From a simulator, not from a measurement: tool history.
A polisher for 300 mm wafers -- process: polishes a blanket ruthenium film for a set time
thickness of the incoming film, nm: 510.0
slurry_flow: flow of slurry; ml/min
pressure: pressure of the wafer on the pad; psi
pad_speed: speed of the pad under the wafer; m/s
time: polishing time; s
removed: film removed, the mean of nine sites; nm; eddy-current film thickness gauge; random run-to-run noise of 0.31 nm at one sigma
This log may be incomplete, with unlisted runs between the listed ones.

run 1 hour=0.0 | slurry_flow=255 pressure=1.5 pad_speed=0.96 time=65 | removed=58.532
run 2 hour=2.8 | slurry_flow=255 pressure=1.5 pad_speed=0.96 time=59 | removed=53.775
run 3 hour=7.9 | slurry_flow=250 pressure=1.5 pad_speed=0.96 time=59 | removed=53.489
run 4 hour=14.1 | slurry_flow=250 pressure=1.8 pad_speed=0.96 time=59 | removed=63.808
run 5 hour=21.9 | slurry_flow=240 pressure=1.7 pad_speed=0.96 time=59 | removed=60.298
run 6 hour=23.2 | slurry_flow=240 pressure=1.7 pad_speed=0.96 time=65 | removed=66.609
run 7 hour=30.1 | slurry_flow=240 pressure=1.6 pad_speed=0.96 time=65 | removed=62.640

Expected results for the next run?
run 8 hour=36.6 | slurry_flow=240 pressure=1.5 pad_speed=0.96 time=65 | removed=?

removed: 59.179 nm

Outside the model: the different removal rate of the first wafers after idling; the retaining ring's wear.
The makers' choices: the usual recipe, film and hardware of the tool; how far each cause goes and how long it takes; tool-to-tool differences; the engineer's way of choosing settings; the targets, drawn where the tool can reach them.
